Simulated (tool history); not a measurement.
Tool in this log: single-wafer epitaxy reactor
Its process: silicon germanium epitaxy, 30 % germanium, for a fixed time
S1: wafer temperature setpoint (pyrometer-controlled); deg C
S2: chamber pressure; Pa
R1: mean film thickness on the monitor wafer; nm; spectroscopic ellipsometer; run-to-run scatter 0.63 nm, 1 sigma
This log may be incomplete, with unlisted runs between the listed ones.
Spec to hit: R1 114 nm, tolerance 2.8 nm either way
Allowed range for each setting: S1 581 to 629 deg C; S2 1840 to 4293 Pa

Run 1, hour 0: S1 605 deg C, S2 3066 Pa. Result: R1 72.665 nm.
Run 2, hour 0.7: S1 608 deg C, S2 3093 Pa. Result: R1 76.938 nm.
Run 3, hour 2.2: S1 599 deg C, S2 3093 Pa. Result: R1 66.574 nm.
Run 4, hour 4.2: S1 603 deg C, S2 3160 Pa. Result: R1 70.962 nm.
Run 5, hour 9.4: S1 603 deg C, S2 3640 Pa. Result: R1 77.901 nm.
Run 6, hour 10.2: S1 599 deg C, S2 3640 Pa. Result: R1 72.914 nm.
Run 7, hour 15.9: S1 603 deg C, S2 3653 Pa. Result: R1 77.605 nm.
Run 8, hour 20.7: S1 606 deg C, S2 3666 Pa. Result: R1 81.113 nm.
Run 9, hour 27.5: S1 609 deg C, S2 3680 Pa. Result: R1 86.508 nm.
Run 10, hour 35.2: S1 611 deg C, S2 3693 Pa. Result: R1 89.03 nm.
Run 11, hour 37.5: S1 613 deg C, S2 3706 Pa. Result: R1 91.74 nm.

Exactly one of the 5 candidate moves below puts every result within its allowed miss. Which one?
Run A, hour 39.8: S1 618 deg C, S2 4173 Pa. Result: R1 ?.
Run B, hour 39.8: S1 616 deg C, S2 4066 Pa. Result: R1 ?.
Run C, hour 39.8: S1 625 deg C, S2 3933 Pa. Result: R1 ?.
Run D, hour 39.8: S1 626 deg C, S2 4053 Pa. Result: R1 ?.
Run E, hour 39.8: S1 621 deg C, S2 3946 Pa. Result: R1 ?.

move      R1
   A  105.84
   B   101.2
   C  114.19
   D  117.84
   E  107.59
A: closes in on the targets versus the last run, not all within tolerance yet
B: closes in on the targets versus the last run, not all within tolerance yet
C: in spec on every target
D: moves the result that the last run missed by most past its target, out the other side
E: closes in on the targets versus the last run, not all within tolerance yet
Answer: C
